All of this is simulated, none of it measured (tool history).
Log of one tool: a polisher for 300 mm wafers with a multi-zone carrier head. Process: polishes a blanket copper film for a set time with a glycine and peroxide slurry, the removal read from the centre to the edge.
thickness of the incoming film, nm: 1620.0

| run | hour | flow of slurry (ml/min) | pressure of the head's centre zone | pressure of the head's middle zone | pressure of the head's edge zone | polishing time (s) | film removed at the wafer's centre (angstrom) | film removed at mid-radius (angstrom) | film removed at the wafer's edge (angstrom) |
|---|---|---|---|---|---|---|---|---|---|
| 1 | 0.0 | 160 | 1.00 | 1.00 | 1.00 | 90 | 4747.3 | 4636.2 | 4790.9 |
| 2 | 3.3 | 160 | 1.00 | 1.00 | 0.95 | 90 | 4728.4 | 4622.7 | 4779.5 |
| 3 | 7.4 | 160 | 1.00 | 1.00 | 0.95 | 73 | 3872.4 | 3866.7 | 3802.2 |
| 4 | 12.9 | 160 | 1.07 | 1.00 | 0.95 | 73 | 4044.8 | 3815.3 | 3875.6 |
| 5 | 14.0 | 160 | 1.07 | 1.00 | 0.95 | 64 | 3549.1 | 3374.4 | 3321.4 |
| 6 | 17.5 | 165 | 1.05 | 1.00 | 0.97 | 78 | 4367.0 | 4170.6 | 4178.0 |
| 7 | 25.9 | 170 | 1.03 | 0.99 | 1.03 | 86 | 4743.6 | 4600.8 | 4816.3 |

The next listed run, before its measurement:
| 8 | 33.8 | 190 | 1.05 | 0.99 | 1.07 | 89 | ? | ? | ? |

film removed at the wafer's centre (angstrom): 5025.0
film removed at mid-radius (angstrom): 4735.6
film removed at the wafer's edge (angstrom): 4997.0

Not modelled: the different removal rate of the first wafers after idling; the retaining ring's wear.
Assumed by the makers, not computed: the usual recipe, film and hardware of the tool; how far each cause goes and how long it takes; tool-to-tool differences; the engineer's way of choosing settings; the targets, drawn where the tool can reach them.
